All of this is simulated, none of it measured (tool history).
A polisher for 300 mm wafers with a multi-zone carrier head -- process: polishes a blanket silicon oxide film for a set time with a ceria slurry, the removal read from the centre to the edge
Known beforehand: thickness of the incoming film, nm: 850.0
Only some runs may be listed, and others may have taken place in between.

run	day	flow of slurry (ml/min)	pressure of the head's centre zone	pressure of the head's middle zone	pressure of the head's edge zone	polishing time (s)	film removed at the wafer's centre (nm)	film removed at mid-radius (nm)	film removed at the wafer's edge (nm)
1	0.000	190	1.00	1.00	1.00	55	291.94	284.13	295.30
2	0.321	210	1.00	1.00	1.00	55	287.15	287.26	295.60
3	0.650	210	0.98	0.99	0.97	54	282.28	279.58	279.24
4	0.958	250	0.98	0.99	0.97	54	294.24	284.34	286.76
5	1.021	250	0.98	0.99	1.06	54	286.85	284.18	303.80
6	1.262	240	0.94	0.97	1.02	53	269.07	271.60	284.73
7	1.600	230	0.92	0.96	1.00	53	260.88	267.26	281.28
8	1.650	220	0.90	0.95	0.97	53	258.40	265.00	279.23
9	1.700	220	0.90	0.95	0.97	53	255.06	264.31	279.19
10	1.929	215	0.89	0.95	0.94	52	245.02	257.02	268.32
11	2.233	215	0.89	0.95	0.94	52	244.13	260.14	266.49

Run 12 comes next. What will it give?
12	2.412	210	0.89	0.94	0.92	52	?	?	?

film removed at the wafer's centre (nm): 247.57
film removed at mid-radius (nm): 256.84
film removed at the wafer's edge (nm): 266.08
